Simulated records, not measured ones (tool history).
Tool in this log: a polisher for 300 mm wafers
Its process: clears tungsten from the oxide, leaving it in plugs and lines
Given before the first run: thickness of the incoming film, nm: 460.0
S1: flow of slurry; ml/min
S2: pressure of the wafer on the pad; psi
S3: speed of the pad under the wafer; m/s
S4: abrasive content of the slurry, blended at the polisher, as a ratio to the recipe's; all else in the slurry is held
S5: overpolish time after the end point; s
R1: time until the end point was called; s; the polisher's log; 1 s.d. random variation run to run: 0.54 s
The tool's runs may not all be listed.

run	hour	S1	S2	S3	S4	S5	R1
1	0	250	3.2	1.26	1	9	97.521
2	5.6	250	3.2	1.26	1.2	9	93.985
3	12.8	250	3.4	1.26	1.2	9	89.391
4	18.4	250	3.4	1.26	1.2	9	89.099
5	21.7	250	3.5	1.26	1.2	9	85.792
6	25.3	250	3.6	1.26	1.2	9	84.073
7	27.5	250	3.7	1.26	1.2	9	82.341
8	28.1	250	3.8	1.26	1.2	9	79.207
9	35.2	250	3.9	1.26	1.2	9	77.283

Estimate the outcome of run 10 from the log above:
10	37.2	260	4.8	1.28	1.2	9	?

{"run 10": {"R1": 62.559}}
